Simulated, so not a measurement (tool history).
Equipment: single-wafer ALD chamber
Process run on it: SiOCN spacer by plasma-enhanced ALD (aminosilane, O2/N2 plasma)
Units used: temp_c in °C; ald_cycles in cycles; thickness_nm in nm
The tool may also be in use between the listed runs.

{"run": 1, "hour": 0.0, "temp_c": 375, "ald_cycles": 65, "thickness_nm": 4.1956}
{"run": 2, "hour": 0.9, "temp_c": 375, "ald_cycles": 59, "thickness_nm": 3.8178}
{"run": 3, "hour": 5.2, "temp_c": 381, "ald_cycles": 59, "thickness_nm": 3.8363}
{"run": 4, "hour": 6.8, "temp_c": 381, "ald_cycles": 52, "thickness_nm": 3.3896}
{"run": 5, "hour": 9.3, "temp_c": 373, "ald_cycles": 52, "thickness_nm": 3.3623}
{"run": 6, "hour": 10.2, "temp_c": 373, "ald_cycles": 59, "thickness_nm": 3.8303}
{"run": 7, "hour": 15.3, "temp_c": 373, "ald_cycles": 56, "thickness_nm": 3.6305}
{"run": 8, "hour": 16.7, "temp_c": 373, "ald_cycles": 56, "thickness_nm": 3.6585}
{"run": 9, "hour": 18.9, "temp_c": 373, "ald_cycles": 53, "thickness_nm": 3.455}

Forecast run 10:
{"run": 10, "hour": 23.3, "temp_c": 373, "ald_cycles": 47, "thickness_nm": "?"}

{"run 10": {"thickness_nm": 3.0432}}
